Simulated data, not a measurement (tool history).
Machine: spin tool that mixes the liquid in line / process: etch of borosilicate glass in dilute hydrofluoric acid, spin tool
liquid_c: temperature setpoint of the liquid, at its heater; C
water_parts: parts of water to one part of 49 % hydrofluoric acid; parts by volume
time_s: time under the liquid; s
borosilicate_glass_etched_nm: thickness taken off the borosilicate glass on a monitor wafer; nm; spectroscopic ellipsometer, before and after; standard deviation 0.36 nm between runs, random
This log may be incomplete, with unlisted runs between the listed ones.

Run 1, hour 0.0: liquid_c 24.0 C, water_parts 250 parts by volume, time_s 295 s. Result: borosilicate_glass_etched_nm 35.182 nm.
Run 2, hour 3.4: liquid_c 25.0 C, water_parts 250 parts by volume, time_s 295 s. Result: borosilicate_glass_etched_nm 36.642 nm.
Run 3, hour 11.2: liquid_c 25.0 C, water_parts 300 parts by volume, time_s 295 s. Result: borosilicate_glass_etched_nm 28.608 nm.
Run 4, hour 19.2: liquid_c 25.0 C, water_parts 365 parts by volume, time_s 295 s. Result: borosilicate_glass_etched_nm 22.306 nm.
Run 5, hour 25.0: liquid_c 25.0 C, water_parts 365 parts by volume, time_s 295 s. Result: borosilicate_glass_etched_nm 22.127 nm.
Run 6, hour 28.1: liquid_c 25.5 C, water_parts 350 parts by volume, time_s 295 s. Result: borosilicate_glass_etched_nm 23.990 nm.

Run 7 has not been measured yet. What should we expect?
Run 7, hour 30.2: liquid_c 26.0 C, water_parts 340 parts by volume, time_s 295 s. Result: borosilicate_glass_etched_nm ?.

borosilicate_glass_etched_nm: 25.446 nm
